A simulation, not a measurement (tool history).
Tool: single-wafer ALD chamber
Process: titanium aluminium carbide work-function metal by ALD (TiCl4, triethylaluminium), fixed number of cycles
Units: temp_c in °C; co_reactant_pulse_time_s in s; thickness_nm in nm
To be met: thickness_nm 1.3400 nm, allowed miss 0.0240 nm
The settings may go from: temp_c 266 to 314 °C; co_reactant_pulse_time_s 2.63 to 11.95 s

run,hour,temp_c,co_reactant_pulse_time_s,thickness_nm
1,0.0,290,7.29,1.4535
2,1.0,287,7.13,1.4540
3,9.5,297,7.13,1.4950
4,11.8,292,6.79,1.4518
5,12.7,292,7.61,1.5093
# hour 16.9: triethylaluminium bottle replaced
6,16.9,292,6.19,1.5457
7,18.8,288,6.73,1.5544
8,26.1,293,7.23,1.6086
9,26.8,288,7.14,1.5715
10,33.5,294,6.58,1.5805
11,40.1,294,6.58,1.5979
12,43.6,282,4.25,1.3109
13,48.8,283,4.27,1.3141

Which of these 5 next moves meets every target?
A,54.0,282,4.47,?
B,54.0,287,3.92,?
C,54.0,280,4.23,?
D,54.0,274,4.28,?
E,54.0,277,4.26,?

move,thickness_nm
A,1.3376
B,1.2949
C,1.2986
D,1.2728
E,1.2863
A: meets every target
B: further off than the last run
C: further off than the last run
D: further off than the last run
E: further off than the last run
The right move is A.

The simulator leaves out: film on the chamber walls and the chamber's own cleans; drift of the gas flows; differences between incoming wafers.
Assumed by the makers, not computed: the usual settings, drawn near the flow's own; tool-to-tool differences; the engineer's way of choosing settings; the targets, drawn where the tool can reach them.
